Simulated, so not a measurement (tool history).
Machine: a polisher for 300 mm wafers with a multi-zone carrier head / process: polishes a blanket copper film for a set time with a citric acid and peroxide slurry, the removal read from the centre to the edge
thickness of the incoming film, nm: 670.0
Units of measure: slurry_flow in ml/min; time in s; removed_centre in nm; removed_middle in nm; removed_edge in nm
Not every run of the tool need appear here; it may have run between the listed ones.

run    day  slurry_flow  centre_zone  middle_zone  edge_zone  slurry_solids  time  removed_centre  removed_middle  removed_edge
  1  0.000          170         1.00         1.00       1.00           1.00    36          54.949          56.197        56.880
  2  0.321          170         1.00         0.95       1.00           1.00    36          57.328          53.198        56.701
  3  0.471          160         0.97         0.93       0.96           0.85    34          49.517          47.919        49.957
  4  0.725          150         0.96         0.90       0.94           0.75    33          45.192          43.722        46.758
  5  0.850          150         0.96         0.90       0.94           0.75    37          52.193          50.004        53.336
  6  1.008          185         0.96         0.90       0.94           0.75    37          53.121          50.888        53.405
  7  1.292          180         0.95         0.87       0.91           0.65    35          49.116          45.648        48.478

Run 8, settings as shown, results not yet in. Your forecast:
  8  1.488          175         0.94         0.85       0.89           0.60    34               ?               ?             ?

{"run 8": {"removed_centre": 46.713, "removed_middle": 42.269, "removed_edge": 46.05}}
